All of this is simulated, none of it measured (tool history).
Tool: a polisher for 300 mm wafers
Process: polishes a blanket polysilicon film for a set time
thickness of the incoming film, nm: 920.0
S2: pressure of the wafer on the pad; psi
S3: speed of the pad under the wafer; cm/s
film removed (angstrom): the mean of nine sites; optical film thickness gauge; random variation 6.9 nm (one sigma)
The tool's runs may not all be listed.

Run 1, day 0: flow of slurry (ml/min) 260, S2 3.3 psi, S3 108 cm/s, polishing time (s) 45. Result: film removed (angstrom) 4034.8.
Run 2, day 0.308: flow of slurry (ml/min) 260, S2 3.3 psi, S3 108 cm/s, polishing time (s) 48. Result: film removed (angstrom) 4284.7.
Run 3, day 0.65: flow of slurry (ml/min) 260, S2 3.5 psi, S3 108 cm/s, polishing time (s) 48. Result: film removed (angstrom) 4566.
Run 4, day 0.95: flow of slurry (ml/min) 260, S2 3.7 psi, S3 108 cm/s, polishing time (s) 48. Result: film removed (angstrom) 4839.9.
Run 5, day 1.325: flow of slurry (ml/min) 320, S2 3.7 psi, S3 108 cm/s, polishing time (s) 48. Result: film removed (angstrom) 4969.
Run 6, day 1.488: flow of slurry (ml/min) 320, S2 3.9 psi, S3 108 cm/s, polishing time (s) 48. Result: film removed (angstrom) 5197.8.
Run 7, day 1.538: flow of slurry (ml/min) 320, S2 4 psi, S3 108 cm/s, polishing time (s) 48. Result: film removed (angstrom) 5283.8.
Run 8, day 1.792: flow of slurry (ml/min) 320, S2 4.1 psi, S3 110 cm/s, polishing time (s) 48. Result: film removed (angstrom) 5507.8.
Run 9, day 1.867: flow of slurry (ml/min) 320, S2 4.2 psi, S3 112 cm/s, polishing time (s) 48. Result: film removed (angstrom) 5703.6.
Run 10, day 2.012: flow of slurry (ml/min) 320, S2 4.3 psi, S3 114 cm/s, polishing time (s) 48. Result: film removed (angstrom) 6096.4.
Run 11, day 2.375: flow of slurry (ml/min) 320, S2 4.4 psi, S3 114 cm/s, polishing time (s) 48. Result: film removed (angstrom) 6146.4.
Run 12, day 2.425: flow of slurry (ml/min) 320, S2 4.5 psi, S3 114 cm/s, polishing time (s) 48. Result: film removed (angstrom) 6274.4.
Run 13, day 2.571: flow of slurry (ml/min) 320, S2 4.6 psi, S3 114 cm/s, polishing time (s) 48. Result: film removed (angstrom) 6394.1.
Run 14, day 2.604: flow of slurry (ml/min) 320, S2 4.7 psi, S3 116 cm/s, polishing time (s) 48. Result: film removed (angstrom) 6671.7.
Run 15, day 2.858: flow of slurry (ml/min) 320, S2 4.8 psi, S3 116 cm/s, polishing time (s) 48. Result: film removed (angstrom) 6803.7.

Forecast run 16:
Run 16, day 2.892: flow of slurry (ml/min) 330, S2 5 psi, S3 120 cm/s, polishing time (s) 48. Result: film removed (angstrom) ?.

film removed (angstrom): 7294.6

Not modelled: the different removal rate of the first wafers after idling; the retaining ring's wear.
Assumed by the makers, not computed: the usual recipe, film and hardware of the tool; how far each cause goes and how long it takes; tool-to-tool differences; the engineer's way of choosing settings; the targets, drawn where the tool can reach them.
